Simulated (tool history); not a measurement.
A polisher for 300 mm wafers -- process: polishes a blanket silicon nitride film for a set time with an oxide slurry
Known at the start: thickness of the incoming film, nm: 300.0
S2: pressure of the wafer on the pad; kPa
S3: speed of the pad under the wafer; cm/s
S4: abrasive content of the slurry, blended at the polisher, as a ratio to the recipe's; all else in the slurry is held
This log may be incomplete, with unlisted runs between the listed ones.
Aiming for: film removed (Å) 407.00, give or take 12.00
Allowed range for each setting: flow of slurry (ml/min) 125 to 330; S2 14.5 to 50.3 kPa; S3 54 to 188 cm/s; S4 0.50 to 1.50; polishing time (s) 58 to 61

Run 1, day 0.000: flow of slurry (ml/min) 210, S2 32.4 kPa, S3 120 cm/s, S4 1.00, polishing time (s) 58. Result: film removed (Å) 582.81.
Run 2, day 0.342: flow of slurry (ml/min) 210, S2 32.4 kPa, S3 96 cm/s, S4 1.00, polishing time (s) 58. Result: film removed (Å) 496.72.
Run 3, day 0.438: flow of slurry (ml/min) 210, S2 31.7 kPa, S3 96 cm/s, S4 1.00, polishing time (s) 58. Result: film removed (Å) 472.45.
Run 4, day 0.575: flow of slurry (ml/min) 210, S2 31.0 kPa, S3 96 cm/s, S4 1.00, polishing time (s) 58. Result: film removed (Å) 469.93.
Run 5, day 0.800: flow of slurry (ml/min) 265, S2 31.0 kPa, S3 96 cm/s, S4 1.00, polishing time (s) 58. Result: film removed (Å) 482.74.
Run 6, day 0.983: flow of slurry (ml/min) 265, S2 31.0 kPa, S3 96 cm/s, S4 1.00, polishing time (s) 61. Result: film removed (Å) 512.39.
Run 7, day 1.058: flow of slurry (ml/min) 265, S2 30.3 kPa, S3 96 cm/s, S4 1.00, polishing time (s) 61. Result: film removed (Å) 499.30.
Run 8, day 1.225: flow of slurry (ml/min) 265, S2 30.3 kPa, S3 96 cm/s, S4 1.00, polishing time (s) 61. Result: film removed (Å) 496.30.
Run 9, day 1.462: flow of slurry (ml/min) 240, S2 23.4 kPa, S3 96 cm/s, S4 1.00, polishing time (s) 61. Result: film removed (Å) 380.01.

Next run, 5 choices. One meets every target within its allowed miss, the rest don't. Which?
Run A, day 1.700: flow of slurry (ml/min) 265, S2 21.4 kPa, S3 132 cm/s, S4 0.80, polishing time (s) 61. Result: film removed (Å) ?.
Run B, day 1.700: flow of slurry (ml/min) 240, S2 29.0 kPa, S3 78 cm/s, S4 0.95, polishing time (s) 61. Result: film removed (Å) ?.
Run C, day 1.700: flow of slurry (ml/min) 275, S2 22.8 kPa, S3 106 cm/s, S4 1.00, polishing time (s) 61. Result: film removed (Å) ?.
Run D, day 1.700: flow of slurry (ml/min) 255, S2 19.3 kPa, S3 112 cm/s, S4 1.10, polishing time (s) 61. Result: film removed (Å) ?.
Run E, day 1.700: flow of slurry (ml/min) 255, S2 22.8 kPa, S3 98 cm/s, S4 1.00, polishing time (s) 61. Result: film removed (Å) ?.

move  film removed (Å)
   A            382.62
   B            378.57
   C            402.83
   D            378.14
   E            375.28
A: nearer than the last run, and not there yet
B: misses by more than the last run did
C: every result lands within tolerance
D: misses by more than the last run did
E: misses by more than the last run did
Move C is the one to make.
